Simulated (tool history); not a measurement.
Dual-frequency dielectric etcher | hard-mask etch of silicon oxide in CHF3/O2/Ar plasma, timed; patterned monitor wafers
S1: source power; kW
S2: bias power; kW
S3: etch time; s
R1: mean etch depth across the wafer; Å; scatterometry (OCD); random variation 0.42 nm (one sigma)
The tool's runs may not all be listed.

run	day	S1	S2	S3	R1
1	0	0.72	0.181	35.5	777.92
2	0.05	0.68	0.177	35.5	756.5
3	0.204	0.68	0.177	35.5	753.58
4	0.262	0.58	0.177	35.5	685.15
5	0.454	0.58	0.177	37	704.39
6	0.683	0.57	0.177	37	699.41

The next listed run, before its measurement:
# day 0.879: source power generator calibrated
7	0.879	0.56	0.177	37	?

Run 7 gave R1 675.63 Å.

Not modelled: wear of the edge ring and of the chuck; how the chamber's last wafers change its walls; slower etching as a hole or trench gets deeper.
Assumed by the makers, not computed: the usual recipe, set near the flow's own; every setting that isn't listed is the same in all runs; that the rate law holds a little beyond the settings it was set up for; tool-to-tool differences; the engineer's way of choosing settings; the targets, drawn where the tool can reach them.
